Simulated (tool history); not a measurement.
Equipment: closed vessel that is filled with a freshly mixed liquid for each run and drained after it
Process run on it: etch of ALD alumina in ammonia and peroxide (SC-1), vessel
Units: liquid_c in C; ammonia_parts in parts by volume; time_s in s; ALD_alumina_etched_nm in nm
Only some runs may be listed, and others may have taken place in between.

run,hour,liquid_c,ammonia_parts,time_s,ALD_alumina_etched_nm
1,0,48,0.85,305,14.924
2,6.1,48,1,305,15.043
3,10.6,47,1,305,14.025
4,17.7,44,1,305,12.007
5,22.7,44,1,320,12.658
6,28.3,50,1,320,17.619
7,35.1,48.5,1,320,16.063
8,40.2,47,1,320,15.017
9,44.3,46,1,320,14.102
10,49.8,45,1,320,13.288
11,56.8,44,1,320,12.459

What does the tool deliver on the next run?
12,59.1,43.5,1,320,?

{"run 12": {"ALD_alumina_etched_nm": 12.288}}
